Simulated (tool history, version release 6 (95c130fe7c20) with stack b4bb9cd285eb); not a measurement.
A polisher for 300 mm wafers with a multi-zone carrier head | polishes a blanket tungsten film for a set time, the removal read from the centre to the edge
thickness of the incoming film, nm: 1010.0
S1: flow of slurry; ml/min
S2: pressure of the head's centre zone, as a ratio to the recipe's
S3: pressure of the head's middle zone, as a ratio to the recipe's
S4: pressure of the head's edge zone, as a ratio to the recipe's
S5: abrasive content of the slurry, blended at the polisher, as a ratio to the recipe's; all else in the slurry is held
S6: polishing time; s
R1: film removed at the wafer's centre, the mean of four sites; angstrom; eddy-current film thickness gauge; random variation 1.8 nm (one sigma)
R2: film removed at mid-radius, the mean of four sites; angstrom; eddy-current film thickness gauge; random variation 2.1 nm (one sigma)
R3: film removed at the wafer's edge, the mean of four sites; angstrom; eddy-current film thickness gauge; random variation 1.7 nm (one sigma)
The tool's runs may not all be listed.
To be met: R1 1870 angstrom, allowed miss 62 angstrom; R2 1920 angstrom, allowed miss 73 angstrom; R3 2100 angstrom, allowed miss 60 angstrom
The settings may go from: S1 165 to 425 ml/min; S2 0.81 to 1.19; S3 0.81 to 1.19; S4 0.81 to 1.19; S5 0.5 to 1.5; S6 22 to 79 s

run  hour   S1    S2    S3    S4    S5  S6      R1      R2      R3
  1     0  275     1     1     1     1  50  2644.8  2654.7  2784.5
  2   0.7  275     1     1     1     1  61  3183.7  3272.8  3386.5
  3   2.4  275     1  1.08     1     1  61  3193.3  3561.2  3411.4
  4   8.4  275  1.08  1.08     1     1  61  3480.4  3474.6  3394.2
  5  15.1  275  1.08  1.02     1     1  61  3483.7    3357  3406.7
  6  19.2  265  1.02  0.98  0.97  0.85  56  2941.2  2901.7  3005.3
  7  25.7  260  0.98  0.95  0.95  0.75  51  2532.6  2530.3  2665.8
     31.9  -- slurry nozzle cleaned
  8  31.9  255  0.95  0.93  0.93  0.65  48  2348.3  2340.7  2471.1
  9  39.4  250  0.92  0.91  0.92   0.6  46  2133.7  2201.6    2349
 10  43.3  245  0.91  0.89   0.9  0.55  45  2062.7  2065.2  2273.4
 11  50.7  230  0.86  0.89  0.83   0.5  42  1790.3  1928.6  1984.5
 12  55.7  230  0.86  0.89  0.83   0.5  42  1783.7  1926.1  2007.3
 13  62.8  235  0.87  0.88  0.84   0.5  42  1803.1    1871  2008.9
 14    66  240  0.87  0.88  0.85   0.5  42  1796.3  1917.6    2005

Which of these 5 next moves meets every target?
  A  69.2  230  0.81   0.9  0.84  0.55  44   ?   ?   ?
  B  69.2  270  0.85  0.93  0.81   0.5  40   ?   ?   ?
  C  69.2  265  0.82  0.94  0.88   0.5  43   ?   ?   ?
  D  69.2  225  0.89  0.87  0.88   0.5  43   ?   ?   ?
  E  69.2  220  0.83  0.87  0.89   0.5  42   ?   ?   ?

move      R1      R2      R3
   A  1735.4  2039.2  2120.6
   B  1669.3  1915.9  1900.4
   C  1727.4  2074.6  2116.7
   D  1842.3    1914  2093.2
   E  1672.7  1865.7  2051.6
A: brings the result that was furthest off to its target, and leaves another outside
B: further off than the last run
C: brings the result that was furthest off to its target, and leaves another outside
D: meets every target
E: brings the result that was furthest off to its target, and leaves another outside
Answer: D
